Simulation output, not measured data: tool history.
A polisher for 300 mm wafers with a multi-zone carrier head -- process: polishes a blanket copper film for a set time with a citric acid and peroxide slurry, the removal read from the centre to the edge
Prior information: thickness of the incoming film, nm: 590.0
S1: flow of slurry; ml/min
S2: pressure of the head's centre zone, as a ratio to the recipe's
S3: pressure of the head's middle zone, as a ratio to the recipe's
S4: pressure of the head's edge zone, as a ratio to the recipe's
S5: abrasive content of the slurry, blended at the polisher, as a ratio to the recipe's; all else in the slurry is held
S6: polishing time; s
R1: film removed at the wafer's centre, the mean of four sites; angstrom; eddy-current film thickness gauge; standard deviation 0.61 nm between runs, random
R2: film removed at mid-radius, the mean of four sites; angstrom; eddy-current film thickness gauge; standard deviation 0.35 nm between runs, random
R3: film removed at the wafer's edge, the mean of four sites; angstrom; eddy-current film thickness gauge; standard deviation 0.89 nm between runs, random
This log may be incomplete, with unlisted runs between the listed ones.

run 1 hour=0 | S1=215 S2=1 S3=1 S4=1 S5=1 S6=31 | R1=607.66 R2=654.07 R3=618.85
run 2 hour=3.8 | S1=215 S2=1 S3=1 S4=0.97 S5=1 S6=31 | R1=608.43 R2=658.28 R3=608.23
run 3 hour=5.7 | S1=255 S2=1 S3=1 S4=0.97 S5=1 S6=31 | R1=629.26 R2=673.68 R3=629.85
run 4 hour=10.2 | S1=255 S2=1.04 S3=1 S4=0.97 S5=1 S6=31 | R1=643.51 R2=672.33 R3=614.09
run 5 hour=19.1 | S1=300 S2=1.04 S3=1 S4=0.97 S5=1 S6=31 | R1=657.65 R2=680.08 R3=625.56
run 6 hour=28 | S1=300 S2=1.04 S3=1 S4=1.01 S5=1 S6=31 | R1=670.57 R2=682.95 R3=635.02
run 7 hour=29.3 | S1=285 S2=1 S3=0.98 S4=1 S5=0.95 S6=31 | R1=627.17 R2=658.15 R3=629.68
run 8 hour=33.4 | S1=275 S2=0.97 S3=0.96 S4=1 S5=0.9 S6=31 | R1=602.88 R2=636.44 R3=618.4
run 9 hour=38.3 | S1=260 S2=0.94 S3=0.95 S4=1.02 S5=0.85 S6=31 | R1=582.59 R2=617.26 R3=616.21
run 10 hour=43.4 | S1=245 S2=0.92 S3=0.95 S4=1.04 S5=0.8 S6=31 | R1=543.63 R2=599.62 R3=599.5
run 11 hour=47.7 | S1=235 S2=0.9 S3=0.94 S4=1.05 S5=0.8 S6=31 | R1=535.43 R2=601.17 R3=606.87
run 12 hour=51 | S1=225 S2=0.88 S3=0.93 S4=1.06 S5=0.8 S6=31 | R1=532.73 R2=584.08 R3=614.14
run 13 hour=59.2 | S1=215 S2=0.87 S3=0.93 S4=1.07 S5=0.75 S6=31 | R1=503.39 R2=574.47 R3=598.88
run 14 hour=60.5 | S1=205 S2=0.86 S3=0.92 S4=1.07 S5=0.75 S6=31 | R1=498.71 R2=567.44 R3=583.52
run 15 hour=66.7 | S1=200 S2=0.81 S3=0.87 S4=1.17 S5=0.6 S6=31 | R1=435.32 R2=501.68 R3=608.32
run 16 hour=68 | S1=205 S2=0.82 S3=0.88 S4=1.16 S5=0.6 S6=31 | R1=447.17 R2=516.59 R3=580.1

What will run 17 give?
run 17 hour=70.8 | S1=210 S2=0.82 S3=0.88 S4=1.16 S5=0.6 S6=31 | R1=? R2=? R3=?

R1: 463.48 angstrom
R2: 518.76 angstrom
R3: 584.42 angstrom
